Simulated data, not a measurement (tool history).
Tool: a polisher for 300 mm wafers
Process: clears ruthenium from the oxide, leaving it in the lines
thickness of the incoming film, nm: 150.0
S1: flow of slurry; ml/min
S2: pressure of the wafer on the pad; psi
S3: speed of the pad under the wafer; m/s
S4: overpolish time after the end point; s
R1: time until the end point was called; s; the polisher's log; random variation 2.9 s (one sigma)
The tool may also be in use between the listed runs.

run,hour,S1,S2,S3,S4,R1
1,0.0,135,2.3,0.88,7,112.88
2,3.6,130,2.0,0.84,7,133.18
3,7.5,130,1.8,0.80,7,150.48
4,10.4,110,1.8,0.80,7,158.27
5,17.7,105,1.6,0.78,7,178.89
6,22.8,105,1.6,0.96,7,150.93

Run 7 comes next. What will it give?
7,23.8,100,1.5,0.92,7,?

R1: 164.91 s

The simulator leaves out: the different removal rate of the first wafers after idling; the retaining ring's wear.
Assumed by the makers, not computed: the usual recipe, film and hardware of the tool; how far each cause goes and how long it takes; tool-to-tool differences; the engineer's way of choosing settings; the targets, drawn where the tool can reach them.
